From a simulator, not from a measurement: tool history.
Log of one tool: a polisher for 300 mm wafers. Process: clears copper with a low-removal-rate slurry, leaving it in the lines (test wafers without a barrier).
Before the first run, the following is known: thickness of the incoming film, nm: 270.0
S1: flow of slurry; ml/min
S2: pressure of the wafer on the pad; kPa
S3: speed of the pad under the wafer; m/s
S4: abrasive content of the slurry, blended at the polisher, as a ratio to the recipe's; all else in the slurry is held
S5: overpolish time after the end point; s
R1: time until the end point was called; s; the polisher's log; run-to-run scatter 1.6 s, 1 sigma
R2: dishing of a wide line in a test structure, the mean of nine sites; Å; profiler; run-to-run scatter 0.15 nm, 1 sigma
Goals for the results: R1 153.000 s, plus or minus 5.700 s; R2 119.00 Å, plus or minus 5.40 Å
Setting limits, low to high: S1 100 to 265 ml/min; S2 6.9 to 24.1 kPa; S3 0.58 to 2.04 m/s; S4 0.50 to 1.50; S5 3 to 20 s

| run | hour | S1 | S2 | S3 | S4 | S5 | R1 | R2 |
|---|---|---|---|---|---|---|---|---|
| 1 | 0.0 | 170 | 15.2 | 1.30 | 1.00 | 10 | 96.612 | 160.76 |
| 2 | 8.7 | 170 | 12.4 | 1.30 | 1.00 | 10 | 111.180 | 140.84 |
| 3 | 11.9 | 165 | 11.7 | 1.30 | 1.00 | 10 | 117.270 | 133.79 |
| 4 | 20.5 | 190 | 11.7 | 1.30 | 1.00 | 10 | 112.970 | 138.43 |
| 5 | 28.8 | 180 | 11.0 | 1.30 | 1.00 | 10 | 119.110 | 135.68 |
| 6 | 32.5 | 215 | 11.0 | 1.30 | 1.00 | 10 | 113.790 | 139.50 |
| 7 | 33.8 | 205 | 10.3 | 1.30 | 1.00 | 10 | 118.340 | 134.74 |
| 8 | 35.6 | 195 | 9.7 | 1.30 | 1.00 | 10 | 127.480 | 129.18 |
| 9 | 36.9 | 185 | 9.7 | 1.30 | 1.00 | 10 | 130.870 | 127.20 |
| 10 | 37.7 | 185 | 9.7 | 1.30 | 1.00 | 10 | 124.690 | 126.11 |
| 11 | 39.3 | 180 | 9.0 | 1.30 | 1.00 | 10 | 135.430 | 121.25 |
| 12 | 44.6 | 170 | 9.0 | 1.30 | 1.00 | 10 | 136.250 | 118.76 |
| 13 | 53.3 | 165 | 9.0 | 1.30 | 1.00 | 10 | 135.780 | 121.20 |
| 14 | 56.1 | 165 | 9.0 | 1.30 | 1.00 | 10 | 137.520 | 124.18 |
| 15 | 60.6 | 160 | 9.0 | 1.30 | 1.00 | 10 | 138.200 | 122.00 |
| 16 | 61.7 | 160 | 9.0 | 1.30 | 1.00 | 10 | 139.000 | 120.56 |
| 17 | 70.3 | 155 | 9.0 | 1.30 | 1.00 | 10 | 139.950 | 120.02 |
| 18 | 71.7 | 150 | 9.0 | 1.30 | 1.00 | 10 | 142.140 | 117.86 |
| 19 | 77.3 | 145 | 9.0 | 1.30 | 1.00 | 10 | 145.670 | 115.46 |

4 next moves are on the table. One of them brings every result within its allowed miss. Which?
| A | 82.9 | 145 | 9.7 | 1.26 | 0.95 | 11 | ? | ? |
| B | 82.9 | 145 | 9.0 | 1.26 | 1.25 | 9 | ? | ? |
| C | 82.9 | 145 | 11.0 | 1.14 | 1.10 | 10 | ? | ? |
| D | 82.9 | 105 | 8.3 | 1.50 | 1.05 | 11 | ? | ? |

| move | R1 | R2 |
|---|---|---|
| A | 141.510 | 129.65 |
| B | 138.600 | 113.09 |
| C | 134.140 | 126.16 |
| D | 151.880 | 122.57 |
A: further off than the last run
B: further off than the last run
C: further off than the last run
D: each result inside its tolerance
Answer: D
